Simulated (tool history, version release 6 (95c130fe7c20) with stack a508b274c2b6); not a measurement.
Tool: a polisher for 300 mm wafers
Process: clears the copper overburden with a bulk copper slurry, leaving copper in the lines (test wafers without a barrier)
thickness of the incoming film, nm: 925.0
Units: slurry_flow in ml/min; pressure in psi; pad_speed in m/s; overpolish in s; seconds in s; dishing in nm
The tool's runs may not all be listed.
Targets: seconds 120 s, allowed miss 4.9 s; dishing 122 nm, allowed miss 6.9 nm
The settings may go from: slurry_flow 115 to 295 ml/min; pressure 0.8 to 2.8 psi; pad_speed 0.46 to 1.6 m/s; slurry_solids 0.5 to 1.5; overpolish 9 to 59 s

run	hour	slurry_flow	pressure	pad_speed	slurry_solids	overpolish	seconds	dishing
1	0	190	1.8	1.02	1	30	183.42	73.588
2	1.7	190	2	1.02	1	32	163.13	84.538
3	7.8	190	2	1.02	1	22	166.59	64.846
4	15.8	190	2.1	1.02	1	26	155.21	77.228
5	16.8	190	2.2	1.02	1	28	150.17	83.031
6	18.6	190	2.2	0.82	1	28	183.11	72.759
# hour 20.4: worn pad replaced by a new one
7	20.4	190	2.3	0.84	1	30	155.65	86.477
8	23.8	190	2.7	0.84	1	37	135.58	110.1
9	27.2	190	2.7	0.86	1	37	127.13	112.51
10	33.4	190	2.7	0.86	1	37	129.51	111.91

4 next moves are on the table. One of them brings every result within its allowed miss. Which?
A	39.6	175	2.8	0.9	1	40	?	?
B	39.6	210	2.7	0.9	0.9	35	?	?
C	39.6	145	2.7	0.84	0.95	35	?	?
D	39.6	200	2.7	0.82	0.9	38	?	?

move	seconds	dishing
A	121.02	118.64
B	125.75	108
C	138.98	102.24
D	138.32	107.25
A: meets every target
B: as far off as the last run
C: further off than the last run
D: further off than the last run
Move A is the one to make.

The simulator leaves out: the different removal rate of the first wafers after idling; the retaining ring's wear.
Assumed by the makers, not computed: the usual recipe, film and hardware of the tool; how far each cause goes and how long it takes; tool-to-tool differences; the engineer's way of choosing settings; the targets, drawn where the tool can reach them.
